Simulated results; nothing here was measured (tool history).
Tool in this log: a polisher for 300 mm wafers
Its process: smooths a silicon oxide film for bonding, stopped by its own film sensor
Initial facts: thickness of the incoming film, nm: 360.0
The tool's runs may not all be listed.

run  hour  flow of slurry (ml/min)  pressure of the wafer on the pad (psi)  speed of the pad under the wafer (m/s)  abrasive content of the slurry  target thickness at which the film sensor stops the polish (Å)  time until the film sensor stopped the polish (s)
  1   0.0                      160                                     1.3                                    1.08                            1.00                                                            3190                                             88.399
  2   8.3                      160                                     1.3                                    0.88                            1.00                                                            3190                                            103.740
  3  16.5                      160                                     1.3                                    0.88                            0.85                                                            3190                                            109.560
  4  21.2                      195                                     1.3                                    0.88                            0.85                                                            3190                                            107.280
  5  29.3                      195                                     1.3                                    0.88                            0.75                                                            3190                                            111.330
  6  36.7                      195                                     1.1                                    0.88                            0.75                                                            3190                                            133.970

Estimate the outcome of run 7 from the log above:
  7  41.2                      195                                     1.1                                    0.88                            0.75                                                            3190                                                  ?

Run 7 came out at time until the film sensor stopped the polish (s) 131.550.

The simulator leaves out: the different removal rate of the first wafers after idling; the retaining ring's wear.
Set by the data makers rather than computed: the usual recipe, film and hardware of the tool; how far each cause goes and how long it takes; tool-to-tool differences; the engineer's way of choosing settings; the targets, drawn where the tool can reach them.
